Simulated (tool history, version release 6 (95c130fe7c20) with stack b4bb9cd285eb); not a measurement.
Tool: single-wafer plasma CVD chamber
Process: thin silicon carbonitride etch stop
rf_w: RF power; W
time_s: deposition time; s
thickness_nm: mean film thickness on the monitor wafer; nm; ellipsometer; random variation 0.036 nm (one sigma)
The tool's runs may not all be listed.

| run | day | rf_w | time_s | thickness_nm |
|---|---|---|---|---|
| 1 | 0 | 230 | 14.8 | 8.8884 |
| 2 | 0.196 | 220 | 14.3 | 8.5223 |
| 3 | 0.558 | 220 | 16 | 9.4913 |
| 4 | 0.788 | 200 | 16 | 9.2691 |
| 5 | 0.896 | 180 | 16 | 9.1591 |
| 6 | 1.221 | 180 | 14 | 7.9038 |
| 7 | 1.358 | 175 | 13.7 | 7.7633 |
| 8 | 1.671 | 160 | 12 | 6.6456 |

The next listed run, before its measurement:
| 9 | 1.708 | 165 | 12 | ? |

thickness_nm: 6.7137 nm
